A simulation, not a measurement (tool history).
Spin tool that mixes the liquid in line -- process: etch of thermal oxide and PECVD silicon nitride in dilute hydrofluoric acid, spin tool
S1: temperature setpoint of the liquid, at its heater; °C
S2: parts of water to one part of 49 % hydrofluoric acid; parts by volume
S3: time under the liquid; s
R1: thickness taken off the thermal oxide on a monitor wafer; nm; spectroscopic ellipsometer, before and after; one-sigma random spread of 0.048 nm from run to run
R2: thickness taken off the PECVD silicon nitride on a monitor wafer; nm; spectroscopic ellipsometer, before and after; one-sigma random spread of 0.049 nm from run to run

run    day    S1  S2  S3      R1      R2
  1  0.000  24.0  45  50  5.6799  4.3992
  2  0.292  24.0  45  35  3.9997  3.0592
  3  0.662  24.0  35  35  5.1866  3.9399
  4  1.025  24.5  35  35  5.2448  4.0818
  5  1.058  24.5  35  20  3.0255  2.2929
  6  1.288  24.5  35  40  6.0914  4.6321

For run 7, what comes out?
  7  1.600  25.0  35  40   ?   ?

Run 7 produced R1 6.3028 nm, R2 4.7805 nm.
